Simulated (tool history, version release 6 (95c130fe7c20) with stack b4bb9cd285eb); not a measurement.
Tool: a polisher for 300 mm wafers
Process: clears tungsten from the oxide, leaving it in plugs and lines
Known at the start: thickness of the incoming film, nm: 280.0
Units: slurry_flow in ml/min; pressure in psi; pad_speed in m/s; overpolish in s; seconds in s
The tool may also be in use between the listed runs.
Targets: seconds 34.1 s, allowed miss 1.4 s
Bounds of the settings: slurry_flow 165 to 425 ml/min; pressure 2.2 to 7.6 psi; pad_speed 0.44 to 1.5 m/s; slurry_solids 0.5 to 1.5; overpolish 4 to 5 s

run	hour	slurry_flow	pressure	pad_speed	slurry_solids	overpolish	seconds
1	0	275	4.9	0.96	1	5	47.688
2	1.2	275	5.2	0.96	1	5	44.513
3	5.3	330	5.2	0.96	1	5	43.729
4	10.3	330	5.4	0.96	1	5	42.379
5	19	295	5.4	0.96	1	5	41.967
6	25.3	295	5.4	0.96	0.85	5	43.851
7	33.4	295	5.6	0.96	0.85	5	43.305
8	34.9	295	5.8	0.96	0.85	5	40.955
9	37.8	295	6	0.96	0.85	5	39.388

Which of these 5 next moves meets every target?
A	40.7	280	6.9	1.06	0.9	5	?
B	40.7	325	6.7	1.16	0.6	5	?
C	40.7	325	6.3	0.92	1.05	4	?
D	40.7	295	5.6	1.38	0.8	4	?
E	40.7	275	7.4	0.92	0.85	4	?

move	seconds
A	31.883
B	31.793
C	38.569
D	30.728
E	34.534
A: takes the result that was furthest off past its target
B: takes the result that was furthest off past its target
C: nearer than the last run, and not there yet
D: takes the result that was furthest off past its target
E: meets every target
Move E is the one to make.
